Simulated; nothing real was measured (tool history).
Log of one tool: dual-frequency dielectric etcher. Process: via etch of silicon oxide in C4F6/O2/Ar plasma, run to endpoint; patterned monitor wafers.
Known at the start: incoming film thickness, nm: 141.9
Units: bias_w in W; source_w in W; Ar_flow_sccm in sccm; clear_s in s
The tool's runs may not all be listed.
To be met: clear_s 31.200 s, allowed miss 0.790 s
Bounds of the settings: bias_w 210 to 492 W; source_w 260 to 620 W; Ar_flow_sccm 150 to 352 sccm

{"run": 1, "hour": 0.0, "bias_w": 351, "source_w": 440, "Ar_flow_sccm": 251, "clear_s": 36.505}
{"run": 2, "hour": 5.2, "bias_w": 362, "source_w": 450, "Ar_flow_sccm": 250, "clear_s": 35.62}
{"run": 3, "hour": 8.9, "bias_w": 362, "source_w": 450, "Ar_flow_sccm": 232, "clear_s": 35.41}
{"run": 4, "hour": 9.9, "bias_w": 362, "source_w": 370, "Ar_flow_sccm": 232, "clear_s": 37.578}
{"hour": 17.5, "done": "source power generator calibrated"}
{"run": 5, "hour": 17.5, "bias_w": 412, "source_w": 370, "Ar_flow_sccm": 232, "clear_s": 35.426}
{"run": 6, "hour": 23.9, "bias_w": 412, "source_w": 370, "Ar_flow_sccm": 194, "clear_s": 34.972}
{"run": 7, "hour": 26.2, "bias_w": 419, "source_w": 370, "Ar_flow_sccm": 193, "clear_s": 34.996}
{"run": 8, "hour": 28.7, "bias_w": 426, "source_w": 380, "Ar_flow_sccm": 192, "clear_s": 34.264}
{"run": 9, "hour": 29.6, "bias_w": 432, "source_w": 380, "Ar_flow_sccm": 191, "clear_s": 34.216}
{"run": 10, "hour": 31.4, "bias_w": 438, "source_w": 390, "Ar_flow_sccm": 190, "clear_s": 33.569}
{"run": 11, "hour": 37.5, "bias_w": 443, "source_w": 390, "Ar_flow_sccm": 190, "clear_s": 33.485}
{"run": 12, "hour": 39.6, "bias_w": 447, "source_w": 390, "Ar_flow_sccm": 189, "clear_s": 32.989}

Which of these 4 next moves meets every target?
{"run": "A", "hour": 41.7, "bias_w": 400, "source_w": 450, "Ar_flow_sccm": 150, "clear_s": "?"}
{"run": "B", "hour": 41.7, "bias_w": 413, "source_w": 500, "Ar_flow_sccm": 173, "clear_s": "?"}
{"run": "C", "hour": 41.7, "bias_w": 492, "source_w": 510, "Ar_flow_sccm": 185, "clear_s": "?"}
{"run": "D", "hour": 41.7, "bias_w": 487, "source_w": 370, "Ar_flow_sccm": 209, "clear_s": "?"}

move=A clear_s=32.533
move=B clear_s=31.539
move=C clear_s=29.703
move=D clear_s=33.266
A: nearer than the last run, and not there yet
B: meets every target
C: takes the result that was furthest off past its target
D: further off than the last run
Move B is the one to make.
